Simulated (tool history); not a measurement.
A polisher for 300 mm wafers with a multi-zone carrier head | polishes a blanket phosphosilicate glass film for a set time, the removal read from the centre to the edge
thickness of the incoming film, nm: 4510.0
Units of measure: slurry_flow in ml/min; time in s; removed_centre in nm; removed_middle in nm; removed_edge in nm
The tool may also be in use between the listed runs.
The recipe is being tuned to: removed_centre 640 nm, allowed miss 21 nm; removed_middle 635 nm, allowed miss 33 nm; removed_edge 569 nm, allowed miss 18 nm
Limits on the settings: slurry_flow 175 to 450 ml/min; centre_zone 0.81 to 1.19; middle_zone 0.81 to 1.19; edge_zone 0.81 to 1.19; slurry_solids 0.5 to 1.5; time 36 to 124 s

Run 1, hour 0: slurry_flow 290 ml/min, centre_zone 1, middle_zone 1, edge_zone 1, slurry_solids 1, time 79 s. Result: removed_centre 450.06 nm, removed_middle 455.46 nm, removed_edge 446.24 nm.
Run 2, hour 4.1: slurry_flow 290 ml/min, centre_zone 1, middle_zone 0.92, edge_zone 1, slurry_solids 1, time 79 s. Result: removed_centre 446.3 nm, removed_middle 420.18 nm, removed_edge 454.19 nm.
Run 3, hour 6: slurry_flow 295 ml/min, centre_zone 1.03, middle_zone 0.97, edge_zone 1.02, slurry_solids 1.1, time 79 s. Result: removed_centre 474.24 nm, removed_middle 449.41 nm, removed_edge 475.16 nm.
Run 4, hour 10.8: slurry_flow 300 ml/min, centre_zone 1.06, middle_zone 1.02, edge_zone 1.01, slurry_solids 1.2, time 80 s. Result: removed_centre 514.07 nm, removed_middle 489.7 nm, removed_edge 482.43 nm.
Run 5, hour 13.6: slurry_flow 305 ml/min, centre_zone 1.07, middle_zone 1.05, edge_zone 1.03, slurry_solids 1.3, time 81 s. Result: removed_centre 536.11 nm, removed_middle 518.17 nm, removed_edge 505.21 nm.
Run 6, hour 21.9: slurry_flow 305 ml/min, centre_zone 1.07, middle_zone 1.05, edge_zone 0.95, slurry_solids 1.3, time 81 s. Result: removed_centre 540.64 nm, removed_middle 507.86 nm, removed_edge 489.53 nm.
Run 7, hour 25.9: slurry_flow 305 ml/min, centre_zone 1.08, middle_zone 1.08, edge_zone 0.98, slurry_solids 1.35, time 82 s. Result: removed_centre 559.76 nm, removed_middle 548.2 nm, removed_edge 516.18 nm.
Run 8, hour 29.9: slurry_flow 305 ml/min, centre_zone 1.1, middle_zone 1.1, edge_zone 0.99, slurry_solids 1.4, time 83 s. Result: removed_centre 583.14 nm, removed_middle 565.46 nm, removed_edge 526.11 nm.
Run 9, hour 36.6: slurry_flow 310 ml/min, centre_zone 1.11, middle_zone 1.11, edge_zone 1, slurry_solids 1.45, time 84 s. Result: removed_centre 618.14 nm, removed_middle 613.58 nm, removed_edge 541.01 nm.
Run 10, hour 45.2: slurry_flow 310 ml/min, centre_zone 1.11, middle_zone 1.1, edge_zone 1.01, slurry_solids 1.45, time 84 s. Result: removed_centre 590.26 nm, removed_middle 593.69 nm, removed_edge 546.89 nm.
Run 11, hour 51.1: slurry_flow 310 ml/min, centre_zone 1.12, middle_zone 1.11, edge_zone 1.01, slurry_solids 1.45, time 85 s. Result: removed_centre 615.79 nm, removed_middle 612.89 nm, removed_edge 550.4 nm.

Of the 5 settings listed for the next run, only one would bring every result within its allowed miss of target. Which one?
Run A, hour 57: slurry_flow 320 ml/min, centre_zone 1.09, middle_zone 1.18, edge_zone 1.04, slurry_solids 1.5, time 82 s. Result: removed_centre ?, removed_middle ?, removed_edge ?.
Run B, hour 57: slurry_flow 285 ml/min, centre_zone 1.13, middle_zone 1.14, edge_zone 1.02, slurry_solids 1.45, time 89 s. Result: removed_centre ?, removed_middle ?, removed_edge ?.
Run C, hour 57: slurry_flow 355 ml/min, centre_zone 1.08, middle_zone 0.99, edge_zone 1.03, slurry_solids 1.3, time 88 s. Result: removed_centre ?, removed_middle ?, removed_edge ?.
Run D, hour 57: slurry_flow 295 ml/min, centre_zone 1.09, middle_zone 1.11, edge_zone 1.03, slurry_solids 1.4, time 84 s. Result: removed_centre ?, removed_middle ?, removed_edge ?.
Run E, hour 57: slurry_flow 345 ml/min, centre_zone 1.16, middle_zone 1.19, edge_zone 0.99, slurry_solids 1.4, time 81 s. Result: removed_centre ?, removed_middle ?, removed_edge ?.

move  removed_centre  removed_middle  removed_edge
   A           594.6          622.21         541.3
   B          653.01          640.54        571.32
   C          609.23          554.09         557.8
   D          590.05          586.57         537.2
   E          616.54          609.75        514.77
A: its largest miss is bigger than the last run's
B: in spec on every target
C: its largest miss is bigger than the last run's
D: its largest miss is bigger than the last run's
E: its largest miss is bigger than the last run's
Answer: B
